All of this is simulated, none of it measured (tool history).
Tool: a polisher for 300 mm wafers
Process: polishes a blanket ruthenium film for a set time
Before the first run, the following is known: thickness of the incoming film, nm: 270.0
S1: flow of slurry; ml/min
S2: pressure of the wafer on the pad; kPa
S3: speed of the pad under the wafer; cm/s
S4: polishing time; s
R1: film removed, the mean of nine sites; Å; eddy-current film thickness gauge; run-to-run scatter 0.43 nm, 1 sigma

Run 1, hour 0: S1 280 ml/min, S2 17.2 kPa, S3 94 cm/s, S4 69 s. Result: R1 1026.6 Å.
Run 2, hour 8: S1 315 ml/min, S2 17.2 kPa, S3 94 cm/s, S4 69 s. Result: R1 1033.3 Å.
Run 3, hour 16.4: S1 345 ml/min, S2 17.2 kPa, S3 94 cm/s, S4 69 s. Result: R1 1048.2 Å.
Run 4, hour 23.1: S1 340 ml/min, S2 15.9 kPa, S3 94 cm/s, S4 69 s. Result: R1 966.24 Å.
Run 5, hour 29.5: S1 335 ml/min, S2 14.5 kPa, S3 94 cm/s, S4 69 s. Result: R1 897.96 Å.
Run 6, hour 36.9: S1 330 ml/min, S2 13.8 kPa, S3 94 cm/s, S4 69 s. Result: R1 855.93 Å.
Run 7, hour 38.5: S1 325 ml/min, S2 13.1 kPa, S3 94 cm/s, S4 69 s. Result: R1 818.84 Å.
Run 8, hour 39.2: S1 320 ml/min, S2 12.4 kPa, S3 94 cm/s, S4 69 s. Result: R1 773.74 Å.
Run 9, hour 41.7: S1 305 ml/min, S2 12.4 kPa, S3 94 cm/s, S4 69 s. Result: R1 775.54 Å.

Estimate the outcome of run 10 from the log above:
Run 10, hour 43.1: S1 295 ml/min, S2 12.4 kPa, S3 94 cm/s, S4 69 s. Result: R1 ?.

R1: 773.66 Å

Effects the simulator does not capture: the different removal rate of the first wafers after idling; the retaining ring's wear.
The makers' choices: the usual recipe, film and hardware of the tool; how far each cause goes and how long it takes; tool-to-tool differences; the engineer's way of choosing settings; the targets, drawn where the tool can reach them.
